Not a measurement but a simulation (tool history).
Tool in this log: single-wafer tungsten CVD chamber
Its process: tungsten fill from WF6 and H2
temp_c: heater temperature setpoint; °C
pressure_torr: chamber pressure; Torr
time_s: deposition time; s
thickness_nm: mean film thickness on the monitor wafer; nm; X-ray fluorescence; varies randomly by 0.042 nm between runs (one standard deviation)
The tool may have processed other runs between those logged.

run,hour,temp_c,pressure_torr,time_s,thickness_nm
1,0,390,28.2,10.3,26.381
2,5.4,388,28.2,10.3,25.466
3,10.9,388,32.4,10.3,28.036
4,12.8,388,32.4,9.8,26.69
5,16.3,386,32.4,9.8,25.843
6,23.9,384,32.4,9.8,24.832

Run 7 has not been measured yet. What should we expect?
7,26.1,383,32.4,9.8,?

{"run 7": {"thickness_nm": 24.442}}

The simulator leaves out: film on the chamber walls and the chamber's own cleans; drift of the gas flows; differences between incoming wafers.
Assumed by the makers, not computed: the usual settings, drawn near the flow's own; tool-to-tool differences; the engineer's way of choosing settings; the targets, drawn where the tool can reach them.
